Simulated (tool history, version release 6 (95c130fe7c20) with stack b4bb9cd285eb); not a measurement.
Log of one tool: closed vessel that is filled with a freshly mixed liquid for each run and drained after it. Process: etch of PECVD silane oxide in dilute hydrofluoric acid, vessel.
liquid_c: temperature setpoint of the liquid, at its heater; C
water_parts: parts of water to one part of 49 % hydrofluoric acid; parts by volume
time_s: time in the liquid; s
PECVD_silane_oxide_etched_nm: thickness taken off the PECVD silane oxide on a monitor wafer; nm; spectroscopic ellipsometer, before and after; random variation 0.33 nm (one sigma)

run,hour,liquid_c,water_parts,time_s,PECVD_silane_oxide_etched_nm
1,0,24,75,85,42.107
2,2.1,24,95,85,32.33
3,11.1,25,90,85,35.763
4,17.7,26,85,85,39.913
5,19.7,26,60,85,58.204
6,25.3,23.5,60,85,52.617
7,34.4,23.5,60,85,52.556

Run 8 comes next. What will it give?
8,37,24.5,60,85,?

Run 8 gave PECVD_silane_oxide_etched_nm 54.978 nm.
